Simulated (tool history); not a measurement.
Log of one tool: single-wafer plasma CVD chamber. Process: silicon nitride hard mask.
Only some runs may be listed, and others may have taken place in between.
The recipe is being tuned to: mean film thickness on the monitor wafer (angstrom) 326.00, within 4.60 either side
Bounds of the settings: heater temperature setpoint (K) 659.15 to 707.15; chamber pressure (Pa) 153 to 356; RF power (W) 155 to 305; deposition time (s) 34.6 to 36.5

run  hour  heater temperature setpoint (K)  chamber pressure (Pa)  RF power (W)  deposition time (s)  mean film thickness on the monitor wafer (angstrom)
  1   0.0                           683.15                    255           230                 36.5                                               348.07
  2   6.2                           693.15                    255           230                 36.5                                               345.21
  3  14.1                           693.15                    251           230                 36.5                                               343.67
  4  19.7                           693.15                    247           230                 36.5                                               344.09
  5  25.2                           693.15                    247           250                 36.5                                               371.13
  6  29.4                           693.15                    292           250                 36.5                                               383.06
  7  29.9                           693.15                    281           250                 36.5                                               381.44
  8  34.4                           693.15                    271           250                 36.5                                               379.40
  9  38.2                           693.15                    261           250                 36.5                                               373.80
 10  39.9                           693.15                    252           250                 36.5                                               368.09
 11  46.8                           693.15                    201           245                 36.5                                               343.28
 12  52.2                           693.15                    197           245                 36.5                                               341.56
 13  55.3                           693.15                    193           245                 36.5                                               338.84
 14  61.9                           693.15                    191           245                 36.5                                               337.19
 15  64.3                           693.15                    191           245                 36.5                                               339.37

Exercise: of the 4 proposed moves below, exactly one satisfies all targets within the stated allowed misses. Which move is it?
  A  66.7                           693.15                    195           240                 34.6                                                    ?
  B  66.7                           682.15                    155           265                 34.6                                                    ?
  C  66.7                           702.15                    179           265                 34.6                                                    ?
  D  66.7                           703.15                    189           255                 35.7                                                    ?

move  mean film thickness on the monitor wafer (angstrom)
   A                                               316.85
   B                                               324.40
   C                                               334.56
   D                                               339.59
A: pushes the last run's worst result past its target
B: each result inside its tolerance
C: closer than the last run, but not yet in spec
D: roughly where the last run was
B meets every target.
